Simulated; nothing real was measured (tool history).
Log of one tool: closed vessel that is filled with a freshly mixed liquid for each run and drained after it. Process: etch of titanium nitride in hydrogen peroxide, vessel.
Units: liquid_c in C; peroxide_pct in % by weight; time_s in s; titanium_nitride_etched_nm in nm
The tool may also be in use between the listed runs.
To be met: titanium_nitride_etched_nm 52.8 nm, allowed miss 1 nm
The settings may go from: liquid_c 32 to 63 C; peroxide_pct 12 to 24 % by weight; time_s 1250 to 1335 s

run	hour	liquid_c	peroxide_pct	time_s	titanium_nitride_etched_nm
1	0	47	16	1250	69.199
2	4	47	16	1335	72.387
3	7.4	46.5	16	1335	70.44
4	10.9	46.5	14	1335	68.463
5	15.4	46	14	1335	66.336
6	23	48.5	14	1335	79.508
7	28	48.5	14	1335	79.554
8	31.7	42	14	1335	48.571
9	33	42.5	14	1335	50.783

4 next moves are on the table. One of them brings every result within its allowed miss. Which?
A	34.3	43	14	1335	?
B	34.3	42.5	15	1320	?
C	34.3	43.5	13	1250	?
D	34.3	42.5	13.5	1335	?

move	titanium_nitride_etched_nm
A	52.418
B	50.632
C	50.182
D	50.091
A: meets every target
B: further off than the last run
C: further off than the last run
D: further off than the last run
The right move is A.
